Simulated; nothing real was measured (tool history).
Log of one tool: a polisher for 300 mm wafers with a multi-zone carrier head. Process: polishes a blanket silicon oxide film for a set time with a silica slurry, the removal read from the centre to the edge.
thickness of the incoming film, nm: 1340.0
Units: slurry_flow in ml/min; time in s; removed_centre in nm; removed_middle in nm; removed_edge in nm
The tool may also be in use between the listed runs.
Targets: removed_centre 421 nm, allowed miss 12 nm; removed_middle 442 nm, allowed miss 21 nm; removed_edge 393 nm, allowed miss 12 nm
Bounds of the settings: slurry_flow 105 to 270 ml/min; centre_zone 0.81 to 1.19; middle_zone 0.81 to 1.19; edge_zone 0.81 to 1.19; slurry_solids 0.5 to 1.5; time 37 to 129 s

run 1 hour=0 | slurry_flow=175 centre_zone=1 middle_zone=1 edge_zone=1 slurry_solids=1 time=83 | removed_centre=314.91 removed_middle=299.65 removed_edge=300.68
run 2 hour=5.7 | slurry_flow=190 centre_zone=1 middle_zone=1 edge_zone=1 slurry_solids=1 time=83 | removed_centre=318.43 removed_middle=309.59 removed_edge=305.75
run 3 hour=10.1 | slurry_flow=190 centre_zone=1 middle_zone=1 edge_zone=1 slurry_solids=1 time=66 | removed_centre=248.56 removed_middle=247.73 removed_edge=242.92
run 4 hour=14.7 | slurry_flow=190 centre_zone=1 middle_zone=1 edge_zone=1 slurry_solids=1.1 time=66 | removed_centre=266.7 removed_middle=257.53 removed_edge=257.77
run 5 hour=21.1 | slurry_flow=190 centre_zone=1.05 middle_zone=1 edge_zone=1 slurry_solids=1.1 time=66 | removed_centre=281.46 removed_middle=260.47 removed_edge=252.44
run 6 hour=22.8 | slurry_flow=205 centre_zone=1.05 middle_zone=1.06 edge_zone=1.04 slurry_solids=1.25 time=70 | removed_centre=324.24 removed_middle=310.38 removed_edge=296.42
run 7 hour=29.5 | slurry_flow=220 centre_zone=1.05 middle_zone=1.1 edge_zone=1.06 slurry_solids=1.35 time=73 | removed_centre=354.17 removed_middle=349.75 removed_edge=325.95
run 8 hour=37 | slurry_flow=225 centre_zone=1.05 middle_zone=1.13 edge_zone=1.08 slurry_solids=1.4 time=75 | removed_centre=367.17 removed_middle=371.53 removed_edge=345.16

Which of these 5 next moves meets every target?
run A hour=44.5 | slurry_flow=245 centre_zone=1.1 middle_zone=1.19 edge_zone=1.02 slurry_solids=1.5 time=85 | removed_centre=? removed_middle=? removed_edge=?
run B hour=44.5 | slurry_flow=145 centre_zone=1.17 middle_zone=1.05 edge_zone=1.19 slurry_solids=1.45 time=76 | removed_centre=? removed_middle=? removed_edge=?
run C hour=44.5 | slurry_flow=245 centre_zone=0.86 middle_zone=1.19 edge_zone=1.17 slurry_solids=1.4 time=77 | removed_centre=? removed_middle=? removed_edge=?
run D hour=44.5 | slurry_flow=180 centre_zone=1.13 middle_zone=1.07 edge_zone=1.11 slurry_solids=1.35 time=66 | removed_centre=? removed_middle=? removed_edge=?
run E hour=44.5 | slurry_flow=180 centre_zone=1.06 middle_zone=1.19 edge_zone=1.09 slurry_solids=1.5 time=85 | removed_centre=? removed_middle=? removed_edge=?

move=A removed_centre=463.92 removed_middle=457.38 removed_edge=395.79
move=B removed_centre=393.93 removed_middle=336.41 removed_edge=354.17
move=C removed_centre=318.53 removed_middle=402.88 removed_edge=373.21
move=D removed_centre=336.04 removed_middle=299.76 removed_edge=296.58
move=E removed_centre=424.9 removed_middle=437.12 removed_edge=395.46
A: takes the result that was furthest off past its target
B: further off than the last run
C: further off than the last run
D: further off than the last run
E: meets every target
Move E is the one to make.
